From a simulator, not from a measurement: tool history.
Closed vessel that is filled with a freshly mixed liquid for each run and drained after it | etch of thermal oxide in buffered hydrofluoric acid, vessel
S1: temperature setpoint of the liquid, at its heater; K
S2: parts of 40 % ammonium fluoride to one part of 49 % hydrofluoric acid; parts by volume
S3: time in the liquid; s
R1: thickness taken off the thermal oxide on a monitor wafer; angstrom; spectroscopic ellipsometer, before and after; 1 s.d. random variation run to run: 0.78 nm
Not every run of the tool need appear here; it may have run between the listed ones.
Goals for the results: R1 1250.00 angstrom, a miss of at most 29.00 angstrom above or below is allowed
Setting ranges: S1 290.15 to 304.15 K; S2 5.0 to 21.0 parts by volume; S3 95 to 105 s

run,hour,S1,S2,S3,R1
1,0.0,296.15,13.0,95,844.34
2,4.8,296.15,13.0,95,841.25
3,7.1,296.15,15.5,95,717.04
4,11.2,296.15,15.5,105,793.81
5,18.7,297.15,15.5,105,836.44
6,19.6,298.15,15.5,105,882.01
7,25.5,298.65,15.5,105,896.96
8,31.8,299.15,15.5,105,930.98
9,37.9,299.65,15.5,105,950.85
10,39.0,300.15,15.5,105,977.68
11,47.4,300.15,15.5,105,978.91

Exercise: of the 4 proposed moves below, exactly one satisfies all targets within the stated allowed misses. Which move is it?
A,55.8,299.15,12.0,105,?
B,55.8,303.65,14.5,105,?
C,55.8,300.15,12.5,105,?
D,55.8,299.15,9.5,100,?

move,R1
A,1192.30
B,1258.30
C,1208.80
D,1400.70
A: nearer the targets than the last run, but a result is still out of spec
B: each result inside its tolerance
C: nearer the targets than the last run, but a result is still out of spec
D: the result that was furthest off in the last run now lies on the other side of its target
B meets every target.
